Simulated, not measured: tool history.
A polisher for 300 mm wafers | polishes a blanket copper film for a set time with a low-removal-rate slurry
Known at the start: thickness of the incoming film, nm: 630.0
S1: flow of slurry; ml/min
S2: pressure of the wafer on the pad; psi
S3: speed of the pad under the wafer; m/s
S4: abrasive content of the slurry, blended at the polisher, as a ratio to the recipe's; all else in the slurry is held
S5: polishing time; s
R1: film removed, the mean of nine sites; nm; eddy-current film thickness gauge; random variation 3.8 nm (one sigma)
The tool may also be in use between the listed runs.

run	hour	S1	S2	S3	S4	S5	R1
1	0	235	1.9	1.4	1	74	195.34
2	4.7	235	1.9	1.06	1	74	148.08
3	6	235	2.2	1.1	1	74	177.44
4	7.6	235	2.4	1.14	1	74	200.32
5	11	235	2.4	1.02	1	74	181.39
6	12	235	2.6	1.08	1	74	209.76

The next listed run, before its measurement:
7	20.5	235	2.7	1.12	1	74	?

{"run 7": {"R1": 222.99}}
